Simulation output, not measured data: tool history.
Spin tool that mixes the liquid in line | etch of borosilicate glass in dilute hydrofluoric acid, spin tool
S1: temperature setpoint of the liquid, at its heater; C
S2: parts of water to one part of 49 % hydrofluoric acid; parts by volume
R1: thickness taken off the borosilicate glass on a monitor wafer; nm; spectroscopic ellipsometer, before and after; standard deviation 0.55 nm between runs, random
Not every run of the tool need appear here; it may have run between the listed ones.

run 1 day=0 | S1=21 S2=155 time_under_the_liquid_(s)=260 | R1=78.814
run 2 day=0.104 | S1=21 S2=105 time_under_the_liquid_(s)=260 | R1=123.3
run 3 day=0.25 | S1=21 S2=155 time_under_the_liquid_(s)=260 | R1=79.845
run 4 day=0.442 | S1=21 S2=155 time_under_the_liquid_(s)=260 | R1=78.962
run 5 day=0.683 | S1=21 S2=155 time_under_the_liquid_(s)=260 | R1=80.071
run 6 day=0.962 | S1=21 S2=155 time_under_the_liquid_(s)=260 | R1=78.536
run 7 day=1.075 | S1=17 S2=170 time_under_the_liquid_(s)=260 | R1=60.565

For run 8, what comes out?
run 8 day=1.396 | S1=17 S2=170 time_under_the_liquid_(s)=260 | R1=?

Run 8 yielded R1 60.985 nm.
